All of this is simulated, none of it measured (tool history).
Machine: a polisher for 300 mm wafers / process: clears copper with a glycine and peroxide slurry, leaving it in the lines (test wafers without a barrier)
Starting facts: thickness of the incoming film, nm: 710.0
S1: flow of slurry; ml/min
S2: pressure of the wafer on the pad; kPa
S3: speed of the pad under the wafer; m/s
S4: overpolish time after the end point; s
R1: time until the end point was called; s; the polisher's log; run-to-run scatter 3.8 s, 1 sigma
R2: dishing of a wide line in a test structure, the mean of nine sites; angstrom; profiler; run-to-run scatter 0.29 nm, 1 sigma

run,hour,S1,S2,S3,S4,R1,R2
1,0,240,11.7,1.24,22,166.15,576.47
2,4.1,230,11,1.24,20,175.56,499.08
3,8.8,215,10.3,1.26,18,181.21,452.19
4,9.9,270,10.3,1.26,18,171.95,469.96
5,17.1,270,10.3,1.26,11,175.97,303.37
6,19.7,290,10.3,1.26,11,175.67,302.59
7,22.2,290,9.7,1.24,11,184.99,282.75
8,23.1,290,9,1.24,11,193.08,265.79
9,25.6,290,8.3,1.24,11,206.3,263.3
10,29.5,290,7.6,1.18,7,223.39,156.89
11,36.5,240,8.3,1.14,12,226.05,260.67
12,43.4,250,8.3,1.14,12,222.92,262.01

What does the tool deliver on the next run?
13,47,260,7.6,1.16,7,?,?

Run 13 came out at R1 225.94 s, R2 150.62 angstrom.
